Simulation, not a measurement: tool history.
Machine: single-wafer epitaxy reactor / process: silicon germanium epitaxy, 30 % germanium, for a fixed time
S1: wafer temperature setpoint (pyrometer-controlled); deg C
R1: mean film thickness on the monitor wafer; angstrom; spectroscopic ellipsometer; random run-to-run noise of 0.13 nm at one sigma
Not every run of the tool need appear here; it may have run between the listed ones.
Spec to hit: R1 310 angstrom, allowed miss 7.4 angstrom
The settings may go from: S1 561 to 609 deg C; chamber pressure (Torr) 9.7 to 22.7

run 1 hour=0 | S1=585 chamber_pressure_(Torr)=16.2 | R1=422.79
run 2 hour=2.7 | S1=589 chamber_pressure_(Torr)=16.2 | R1=451.54
run 3 hour=4.9 | S1=595 chamber_pressure_(Torr)=16.2 | R1=493.46
run 4 hour=7 | S1=595 chamber_pressure_(Torr)=17.9 | R1=518.44
run 5 hour=8.7 | S1=595 chamber_pressure_(Torr)=15.8 | R1=494.47
run 6 hour=12.5 | S1=599 chamber_pressure_(Torr)=15.8 | R1=523.13
run 7 hour=13.8 | S1=588 chamber_pressure_(Torr)=15.5 | R1=438.98
run 8 hour=22.6 | S1=576 chamber_pressure_(Torr)=14.8 | R1=351.05
run 9 hour=28.1 | S1=574 chamber_pressure_(Torr)=14.7 | R1=339.83
run 10 hour=30.6 | S1=572 chamber_pressure_(Torr)=14.7 | R1=328.92
run 11 hour=37.1 | S1=572 chamber_pressure_(Torr)=14.7 | R1=328.63
run 12 hour=40.1 | S1=571 chamber_pressure_(Torr)=14.7 | R1=320.4
run 13 hour=42.8 | S1=571 chamber_pressure_(Torr)=14.7 | R1=319.95
run 14 hour=51.1 | S1=571 chamber_pressure_(Torr)=14.7 | R1=323.39

Which one of the following 5 next-run settings gets every result inside its allowed miss? There is exactly one.
run A hour=59.4 | S1=577 chamber_pressure_(Torr)=14 | R1=?
run B hour=59.4 | S1=569 chamber_pressure_(Torr)=17 | R1=?
run C hour=59.4 | S1=570 chamber_pressure_(Torr)=15.6 | R1=?
run D hour=59.4 | S1=571 chamber_pressure_(Torr)=14.8 | R1=?
run E hour=59.4 | S1=568 chamber_pressure_(Torr)=15.4 | R1=?

move=A R1=347.72
move=B R1=325.48
move=C R1=320.92
move=D R1=320.31
move=E R1=308.62
A: further off than the last run
B: further off than the last run
C: moves toward the targets from the last run without getting all of them in spec
D: moves toward the targets from the last run without getting all of them in spec
E: every result lands within tolerance
Answer: E
